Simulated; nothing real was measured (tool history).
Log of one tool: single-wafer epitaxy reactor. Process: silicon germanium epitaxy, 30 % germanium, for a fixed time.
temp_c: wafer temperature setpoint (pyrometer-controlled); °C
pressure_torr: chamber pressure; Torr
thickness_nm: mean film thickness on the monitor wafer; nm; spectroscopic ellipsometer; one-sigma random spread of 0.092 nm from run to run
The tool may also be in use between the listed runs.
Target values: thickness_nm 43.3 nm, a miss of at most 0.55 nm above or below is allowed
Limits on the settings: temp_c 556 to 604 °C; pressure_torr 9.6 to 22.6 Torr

run 1 hour=0 | temp_c=580 pressure_torr=16.1 | thickness_nm=37.319
run 2 hour=3.2 | temp_c=571 pressure_torr=16.1 | thickness_nm=32.07
run 3 hour=11.7 | temp_c=574 pressure_torr=16.1 | thickness_nm=33.765
run 4 hour=15.3 | temp_c=567 pressure_torr=16.1 | thickness_nm=29.791
run 5 hour=23.3 | temp_c=567 pressure_torr=18.2 | thickness_nm=31.533
run 6 hour=29.3 | temp_c=570 pressure_torr=18.2 | thickness_nm=33.079
run 7 hour=30.6 | temp_c=572 pressure_torr=18.2 | thickness_nm=34.288
run 8 hour=36.1 | temp_c=574 pressure_torr=18.2 | thickness_nm=35.492

Which single option among these 5 for the next run brings every result within its allowed miss of target? Just one does.
run A hour=41.6 | temp_c=587 pressure_torr=17.2 | thickness_nm=?
run B hour=41.6 | temp_c=584 pressure_torr=18 | thickness_nm=?
run C hour=41.6 | temp_c=582 pressure_torr=20.3 | thickness_nm=?
run D hour=41.6 | temp_c=588 pressure_torr=15.8 | thickness_nm=?
run E hour=41.6 | temp_c=587 pressure_torr=19 | thickness_nm=?

move=A thickness_nm=43.132
move=B thickness_nm=41.819
move=C thickness_nm=42.521
move=D thickness_nm=42.319
move=E thickness_nm=44.963
A: each result inside its tolerance
B: better than the last run, though not everything is in spec
C: better than the last run, though not everything is in spec
D: better than the last run, though not everything is in spec
E: pushes the last run's worst result past its target
A is the move that brings every result within its allowed miss.

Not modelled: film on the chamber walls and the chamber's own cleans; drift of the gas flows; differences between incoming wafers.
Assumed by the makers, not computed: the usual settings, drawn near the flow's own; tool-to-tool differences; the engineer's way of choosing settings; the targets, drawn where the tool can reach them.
